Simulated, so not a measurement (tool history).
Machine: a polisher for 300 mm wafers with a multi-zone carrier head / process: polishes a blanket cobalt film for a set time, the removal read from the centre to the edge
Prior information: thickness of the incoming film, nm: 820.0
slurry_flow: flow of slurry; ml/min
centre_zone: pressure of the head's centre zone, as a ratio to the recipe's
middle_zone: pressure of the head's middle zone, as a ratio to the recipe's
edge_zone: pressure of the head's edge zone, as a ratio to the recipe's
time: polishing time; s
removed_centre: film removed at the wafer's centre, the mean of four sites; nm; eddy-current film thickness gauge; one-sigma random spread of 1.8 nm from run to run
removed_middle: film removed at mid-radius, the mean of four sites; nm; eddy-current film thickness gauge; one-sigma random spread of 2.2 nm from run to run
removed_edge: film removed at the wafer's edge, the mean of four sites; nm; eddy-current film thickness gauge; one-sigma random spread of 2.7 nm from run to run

| run | hour | slurry_flow | centre_zone | middle_zone | edge_zone | time | removed_centre | removed_middle | removed_edge |
|---|---|---|---|---|---|---|---|---|---|
| 1 | 0.0 | 290 | 1.00 | 1.00 | 1.00 | 57 | 249.53 | 251.39 | 269.13 |
| 2 | 0.7 | 290 | 1.02 | 0.97 | 0.95 | 54 | 241.13 | 234.76 | 246.66 |
| 3 | 5.4 | 285 | 1.03 | 0.93 | 0.91 | 53 | 234.58 | 223.25 | 237.52 |
| 4 | 10.9 | 285 | 1.03 | 0.93 | 0.95 | 53 | 236.62 | 220.23 | 246.90 |
| 5 | 16.8 | 240 | 1.03 | 0.93 | 0.95 | 53 | 231.24 | 212.87 | 238.83 |
| 6 | 24.3 | 240 | 1.03 | 0.93 | 0.92 | 53 | 232.59 | 214.83 | 232.09 |

For run 7, what comes out?
| 7 | 29.0 | 225 | 1.04 | 0.92 | 0.90 | 53 | ? | ? | ? |

Run 7 yielded removed_centre 228.60 nm, removed_middle 208.49 nm, removed_edge 231.52 nm.
